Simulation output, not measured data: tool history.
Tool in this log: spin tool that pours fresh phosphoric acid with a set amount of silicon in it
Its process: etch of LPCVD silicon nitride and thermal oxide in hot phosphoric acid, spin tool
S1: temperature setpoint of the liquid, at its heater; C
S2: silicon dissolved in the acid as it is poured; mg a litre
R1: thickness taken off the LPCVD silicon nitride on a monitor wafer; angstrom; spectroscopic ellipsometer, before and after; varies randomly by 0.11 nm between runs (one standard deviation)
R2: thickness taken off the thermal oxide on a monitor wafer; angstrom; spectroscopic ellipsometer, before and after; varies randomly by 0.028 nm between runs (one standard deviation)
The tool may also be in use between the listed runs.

{"run": 1, "hour": 0.0, "S1": 161.0, "S2": 12.5, "time under the liquid (s)": 180, "R1": 169.77, "R2": 3.9037}
{"run": 2, "hour": 1.8, "S1": 160.5, "S2": 10.0, "time under the liquid (s)": 170, "R1": 157.2, "R2": 3.758}
{"run": 3, "hour": 10.6, "S1": 160.0, "S2": 7.5, "time under the liquid (s)": 160, "R1": 146.04, "R2": 2.8035}
{"run": 4, "hour": 18.2, "S1": 160.0, "S2": 7.5, "time under the liquid (s)": 230, "R1": 209.84, "R2": 4.9104}
{"run": 5, "hour": 21.4, "S1": 160.0, "S2": 4.0, "time under the liquid (s)": 230, "R1": 208.95, "R2": 4.8396}
{"run": 6, "hour": 25.4, "S1": 160.5, "S2": 3.0, "time under the liquid (s)": 195, "R1": 180.24, "R2": 4.4455}
{"run": 7, "hour": 29.1, "S1": 160.5, "S2": 2.0, "time under the liquid (s)": 170, "R1": 158.69, "R2": 4.4384}
{"run": 8, "hour": 36.1, "S1": 160.5, "S2": 1.5, "time under the liquid (s)": 160, "R1": 147.17, "R2": 3.8874}

What does the tool deliver on the next run?
{"run": 9, "hour": 45.0, "S1": 160.5, "S2": 1.0, "time under the liquid (s)": 150, "R1": "?", "R2": "?"}

For run 9 the tool returned R1 137.34 angstrom, R2 3.6388 angstrom.
